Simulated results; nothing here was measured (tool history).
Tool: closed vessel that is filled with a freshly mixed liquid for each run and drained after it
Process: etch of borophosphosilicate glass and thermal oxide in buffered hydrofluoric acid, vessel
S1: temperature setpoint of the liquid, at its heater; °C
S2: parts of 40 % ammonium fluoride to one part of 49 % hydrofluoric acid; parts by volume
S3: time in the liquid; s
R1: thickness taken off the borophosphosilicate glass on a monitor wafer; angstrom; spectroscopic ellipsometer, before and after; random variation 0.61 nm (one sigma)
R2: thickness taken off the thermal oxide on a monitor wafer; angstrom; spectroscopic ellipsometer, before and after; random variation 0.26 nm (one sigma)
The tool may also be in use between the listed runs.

run 1 hour=0 | S1=21 S2=12 S3=60 | R1=1049.1 R2=472.77
run 2 hour=4.9 | S1=21 S2=8.5 S3=60 | R1=1445.4 R2=641.64
run 3 hour=7.2 | S1=20.5 S2=9 S3=60 | R1=1358.1 R2=601.18
run 4 hour=15.8 | S1=22.5 S2=9 S3=60 | R1=1520.6 R2=676.71
run 5 hour=19.5 | S1=21.5 S2=9 S3=60 | R1=1413.2 R2=637.09
run 6 hour=26.9 | S1=21.5 S2=12 S3=60 | R1=1084.2 R2=485.61
run 7 hour=35.3 | S1=21 S2=12 S3=60 | R1=1062.3 R2=467.26

Forecast run 8:
run 8 hour=40.7 | S1=20 S2=12 S3=60 | R1=? R2=?

{"run 8": {"R1": 998.99, "R2": 447.25}}

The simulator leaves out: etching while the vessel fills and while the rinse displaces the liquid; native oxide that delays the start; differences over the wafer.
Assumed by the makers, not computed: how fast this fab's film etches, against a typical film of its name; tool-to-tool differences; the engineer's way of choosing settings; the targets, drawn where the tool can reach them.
